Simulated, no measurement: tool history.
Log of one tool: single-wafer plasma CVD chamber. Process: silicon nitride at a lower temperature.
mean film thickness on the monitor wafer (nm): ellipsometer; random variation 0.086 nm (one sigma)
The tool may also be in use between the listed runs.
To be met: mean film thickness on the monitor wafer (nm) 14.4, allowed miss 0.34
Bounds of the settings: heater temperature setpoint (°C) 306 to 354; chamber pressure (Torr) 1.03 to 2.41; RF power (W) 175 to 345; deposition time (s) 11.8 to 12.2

run	hour	heater temperature setpoint (°C)	chamber pressure (Torr)	RF power (W)	deposition time (s)	mean film thickness on the monitor wafer (nm)
1	0	330	1.72	260	11.8	12.639
2	6.1	330	1.86	265	11.8	13.05
3	14.7	330	1.96	270	11.8	13.527
4	20.6	330	2.03	275	11.8	13.94
5	25.7	330	2.07	275	11.8	13.745
6	28	330	2.07	250	11.8	12.729
7	34.5	330	2.11	260	11.8	13.261
8	43.1	330	2.15	265	11.8	13.6

5 next moves are on the table. One of them brings every result within its allowed miss. Which?
A	51.7	328	2.11	300	11.9	?
B	51.7	334	2.23	290	12.2	?
C	51.7	340	2.13	250	12	?
D	51.7	328	2.23	270	12.1	?
E	51.7	324	2.35	240	12.2	?

move	mean film thickness on the monitor wafer (nm)
A	15.021
B	15.187
C	13.11
D	14.293
E	13.307
A: takes the result that was furthest off past its target
B: takes the result that was furthest off past its target
C: further off than the last run
D: meets every target
E: further off than the last run
Move D is the one to make.
